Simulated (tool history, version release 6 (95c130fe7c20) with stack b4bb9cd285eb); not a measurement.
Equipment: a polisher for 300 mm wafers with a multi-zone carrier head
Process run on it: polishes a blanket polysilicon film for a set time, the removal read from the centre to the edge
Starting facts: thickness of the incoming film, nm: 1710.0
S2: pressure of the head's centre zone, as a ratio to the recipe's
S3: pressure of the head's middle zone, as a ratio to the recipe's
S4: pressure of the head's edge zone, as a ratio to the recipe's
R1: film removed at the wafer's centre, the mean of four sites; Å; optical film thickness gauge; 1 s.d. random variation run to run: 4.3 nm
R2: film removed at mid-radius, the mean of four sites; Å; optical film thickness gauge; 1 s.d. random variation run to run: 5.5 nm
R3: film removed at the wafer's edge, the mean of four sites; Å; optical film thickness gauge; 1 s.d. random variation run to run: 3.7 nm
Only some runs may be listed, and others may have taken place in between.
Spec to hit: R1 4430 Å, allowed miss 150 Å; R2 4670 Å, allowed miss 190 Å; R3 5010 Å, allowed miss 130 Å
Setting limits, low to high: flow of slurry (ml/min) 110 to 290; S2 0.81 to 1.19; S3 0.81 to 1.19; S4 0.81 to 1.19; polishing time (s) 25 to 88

Run 1, hour 0: flow of slurry (ml/min) 185, S2 1, S3 1, S4 1, polishing time (s) 56. Result: R1 5044.7 Å, R2 5315.5 Å, R3 5427.5 Å.
Run 2, hour 8.2: flow of slurry (ml/min) 175, S2 0.99, S3 0.99, S4 0.99, polishing time (s) 56. Result: R1 4957.9 Å, R2 5211.1 Å, R3 5356.3 Å.
Run 3, hour 11.9: flow of slurry (ml/min) 170, S2 0.98, S3 0.98, S4 0.98, polishing time (s) 56. Result: R1 4821.5 Å, R2 5313.8 Å, R3 5310.3 Å.
Run 4, hour 16.1: flow of slurry (ml/min) 165, S2 0.98, S3 0.96, S4 0.98, polishing time (s) 55. Result: R1 4740.1 Å, R2 5135 Å, R3 5175.2 Å.
Run 5, hour 25.1: flow of slurry (ml/min) 160, S2 0.98, S3 0.94, S4 0.99, polishing time (s) 55. Result: R1 4727.3 Å, R2 4926.4 Å, R3 5180.7 Å.
Run 6, hour 34.1: flow of slurry (ml/min) 160, S2 0.98, S3 1, S4 0.99, polishing time (s) 55. Result: R1 4691 Å, R2 5164.1 Å, R3 5161.1 Å.
Run 7, hour 35: flow of slurry (ml/min) 160, S2 0.98, S3 1, S4 0.99, polishing time (s) 55. Result: R1 4787.7 Å, R2 5212.3 Å, R3 5233.1 Å.
Run 8, hour 40.6: flow of slurry (ml/min) 160, S2 0.98, S3 0.98, S4 0.99, polishing time (s) 55. Result: R1 4762.7 Å, R2 5214.4 Å, R3 5237.7 Å.
Run 9, hour 44: flow of slurry (ml/min) 160, S2 0.97, S3 0.96, S4 0.99, polishing time (s) 55. Result: R1 4678.1 Å, R2 5079 Å, R3 5192.8 Å.
Run 10, hour 52.7: flow of slurry (ml/min) 155, S2 0.97, S3 0.95, S4 0.99, polishing time (s) 55. Result: R1 4643.7 Å, R2 5027 Å, R3 5224.8 Å.

Which single option among these 4 for the next run brings every result within its allowed miss of target? Just one does.
Run A, hour 61.4: flow of slurry (ml/min) 215, S2 0.96, S3 0.92, S4 1.01, polishing time (s) 51. Result: R1 ?, R2 ?, R3 ?.
Run B, hour 61.4: flow of slurry (ml/min) 165, S2 1.07, S3 1.06, S4 0.99, polishing time (s) 50. Result: R1 ?, R2 ?, R3 ?.
Run C, hour 61.4: flow of slurry (ml/min) 150, S2 1.01, S3 0.93, S4 0.98, polishing time (s) 53. Result: R1 ?, R2 ?, R3 ?.
Run D, hour 61.4: flow of slurry (ml/min) 140, S2 1.08, S3 0.96, S4 0.92, polishing time (s) 51. Result: R1 ?, R2 ?, R3 ?.

move      R1      R2      R3
   A  4420.6  4756.6  4989.8
   B  4692.6    5105  4735.7
   C  4630.5  4795.3  4964.7
   D  4727.7  4699.6  4608.7
A: meets every target
B: lands further from the targets than the last run did
C: puts the biggest miss on target and leaves a different result outside tolerance
D: puts the biggest miss on target and leaves a different result outside tolerance
The move that meets every target is A.
